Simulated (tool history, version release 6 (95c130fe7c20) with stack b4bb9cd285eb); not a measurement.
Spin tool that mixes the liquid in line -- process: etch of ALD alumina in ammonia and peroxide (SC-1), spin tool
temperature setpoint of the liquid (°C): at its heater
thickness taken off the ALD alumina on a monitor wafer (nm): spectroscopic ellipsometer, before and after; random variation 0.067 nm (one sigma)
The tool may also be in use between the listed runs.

run	hour	temperature setpoint of the liquid (°C)	parts of 29 % ammonia solution to one part of 30 % peroxide (parts by volume)	time under the liquid (s)	thickness taken off the ALD alumina on a monitor wafer (nm)
1	0	58	0.55	185	15.372
2	3.8	55	0.55	185	12.993
3	5	53	0.55	185	11.693
4	9.2	51.5	0.55	185	10.799
5	17	51.5	0.35	185	10.351
6	22.7	57.5	0.35	185	14.28
7	31	55	0.35	185	12.555

Run 8 has not been measured yet. What should we expect?
# hour 37.4: new drum of ammonia solution connected
8	37.4	53	0.35	185	?

thickness taken off the ALD alumina on a monitor wafer (nm): 11.376
